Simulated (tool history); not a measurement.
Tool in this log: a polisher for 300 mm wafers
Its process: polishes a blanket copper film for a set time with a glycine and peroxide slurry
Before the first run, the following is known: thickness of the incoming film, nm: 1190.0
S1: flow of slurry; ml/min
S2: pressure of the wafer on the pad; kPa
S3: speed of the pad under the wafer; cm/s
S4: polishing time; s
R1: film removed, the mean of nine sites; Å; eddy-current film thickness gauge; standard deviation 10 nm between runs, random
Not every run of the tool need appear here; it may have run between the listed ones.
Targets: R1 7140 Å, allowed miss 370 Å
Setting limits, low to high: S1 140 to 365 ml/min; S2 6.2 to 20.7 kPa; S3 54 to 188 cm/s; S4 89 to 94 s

run 1 hour=0 | S1=235 S2=13.1 S3=120 S4=89 | R1=4294.8
run 2 hour=5.9 | S1=235 S2=13.1 S3=120 S4=94 | R1=4612
run 3 hour=7.2 | S1=235 S2=13.1 S3=120 S4=94 | R1=4568
run 4 hour=10 | S1=235 S2=13.1 S3=120 S4=94 | R1=4537.4
run 5 hour=18.4 | S1=235 S2=13.1 S3=120 S4=94 | R1=4537.7
run 6 hour=26.3 | S1=210 S2=13.1 S3=120 S4=94 | R1=4518.6
run 7 hour=28.5 | S1=210 S2=14.5 S3=122 S4=94 | R1=4984.6
run 8 hour=35.4 | S1=210 S2=18.6 S3=130 S4=94 | R1=6432.2
run 9 hour=39.2 | S1=210 S2=19.3 S3=130 S4=94 | R1=6590.9
run 10 hour=42.9 | S1=210 S2=19.3 S3=130 S4=94 | R1=6464.7

Exactly one of the 5 candidate moves below puts every result within its allowed miss. Which one?
run A hour=46.6 | S1=150 S2=17.9 S3=142 S4=94 | R1=?
run B hour=46.6 | S1=205 S2=20 S3=120 S4=89 | R1=?
run C hour=46.6 | S1=200 S2=18.6 S3=146 S4=94 | R1=?
run D hour=46.6 | S1=315 S2=17.9 S3=122 S4=94 | R1=?
run E hour=46.6 | S1=205 S2=17.2 S3=134 S4=94 | R1=?

move=A R1=6345.8
move=B R1=6104.9
move=C R1=7055.9
move=D R1=6253.4
move=E R1=6193.3
A: its largest miss is bigger than the last run's
B: its largest miss is bigger than the last run's
C: every result within its allowed miss
D: its largest miss is bigger than the last run's
E: its largest miss is bigger than the last run's
C is the move that brings every result within its allowed miss.

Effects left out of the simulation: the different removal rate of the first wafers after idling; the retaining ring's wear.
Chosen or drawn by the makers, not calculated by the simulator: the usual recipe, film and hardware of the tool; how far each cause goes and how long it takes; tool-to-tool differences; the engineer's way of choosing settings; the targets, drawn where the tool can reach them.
